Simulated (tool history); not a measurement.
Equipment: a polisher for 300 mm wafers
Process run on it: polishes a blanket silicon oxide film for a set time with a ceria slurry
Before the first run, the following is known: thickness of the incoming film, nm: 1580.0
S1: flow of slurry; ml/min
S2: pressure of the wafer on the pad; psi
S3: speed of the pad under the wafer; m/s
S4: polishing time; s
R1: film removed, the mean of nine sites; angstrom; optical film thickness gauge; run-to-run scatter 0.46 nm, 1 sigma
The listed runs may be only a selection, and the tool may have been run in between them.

run	hour	S1	S2	S3	S4	R1
1	0.0	200	2.2	0.88	60	1450.30
2	1.6	195	1.9	0.84	60	1220.40
3	2.3	195	1.9	0.84	54	1107.20
4	8.0	190	1.7	0.82	54	975.77
5	10.0	190	1.7	0.82	54	967.51
6	18.7	180	1.6	0.82	54	910.56
7	22.9	170	1.5	0.82	54	843.17
8	27.9	160	1.4	0.82	54	773.41
9	30.3	150	1.4	0.82	54	779.51
10	32.6	150	1.4	0.82	54	773.38
11	38.4	145	1.4	0.82	54	768.56
12	46.0	140	1.4	0.82	54	757.30
13	48.7	135	1.4	0.82	54	757.71
14	57.4	130	1.4	0.82	54	755.54
15	59.2	125	1.1	0.82	54	594.74
16	67.2	140	1.1	0.82	54	604.84
17	70.6	150	1.1	0.82	54	613.49
18	75.2	155	1.1	0.82	54	615.44

Predict the results of run 19:
19	83.5	160	1.1	0.82	54	?

R1: 626.74 angstrom
